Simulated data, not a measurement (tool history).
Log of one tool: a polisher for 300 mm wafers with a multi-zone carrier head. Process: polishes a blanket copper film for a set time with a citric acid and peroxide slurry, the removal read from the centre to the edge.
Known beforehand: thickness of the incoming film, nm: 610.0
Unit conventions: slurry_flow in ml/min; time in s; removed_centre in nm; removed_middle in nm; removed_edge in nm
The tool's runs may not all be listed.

run 1 hour=0.0 | slurry_flow=305 centre_zone=1.00 middle_zone=1.00 edge_zone=1.00 slurry_solids=1.00 time=63 | removed_centre=217.07 removed_middle=221.43 removed_edge=215.10
run 2 hour=4.8 | slurry_flow=305 centre_zone=1.00 middle_zone=1.00 edge_zone=1.00 slurry_solids=1.20 time=63 | removed_centre=220.63 removed_middle=227.65 removed_edge=222.46
run 3 hour=7.4 | slurry_flow=320 centre_zone=1.06 middle_zone=1.03 edge_zone=1.01 slurry_solids=1.25 time=63 | removed_centre=238.59 removed_middle=241.77 removed_edge=232.18
run 4 hour=13.9 | slurry_flow=320 centre_zone=1.06 middle_zone=1.03 edge_zone=0.93 slurry_solids=1.25 time=63 | removed_centre=240.69 removed_middle=239.16 removed_edge=219.64
run 5 hour=17.9 | slurry_flow=320 centre_zone=1.06 middle_zone=1.07 edge_zone=0.93 slurry_solids=1.25 time=63 | removed_centre=235.71 removed_middle=243.10 removed_edge=216.45
run 6 hour=23.0 | slurry_flow=340 centre_zone=1.10 middle_zone=1.06 edge_zone=0.95 slurry_solids=1.25 time=63 | removed_centre=249.76 removed_middle=241.21 removed_edge=223.23
run 7 hour=25.0 | slurry_flow=345 centre_zone=1.13 middle_zone=1.08 edge_zone=0.96 slurry_solids=1.30 time=63 | removed_centre=254.88 removed_middle=250.71 removed_edge=220.54

Run 8 is up next; what results do you expect?
run 8 hour=28.2 | slurry_flow=355 centre_zone=1.15 middle_zone=1.07 edge_zone=0.98 slurry_solids=1.35 time=63 | removed_centre=? removed_middle=? removed_edge=?

{"run 8": {"removed_centre": 265.31, "removed_middle": 247.41, "removed_edge": 230.1}}
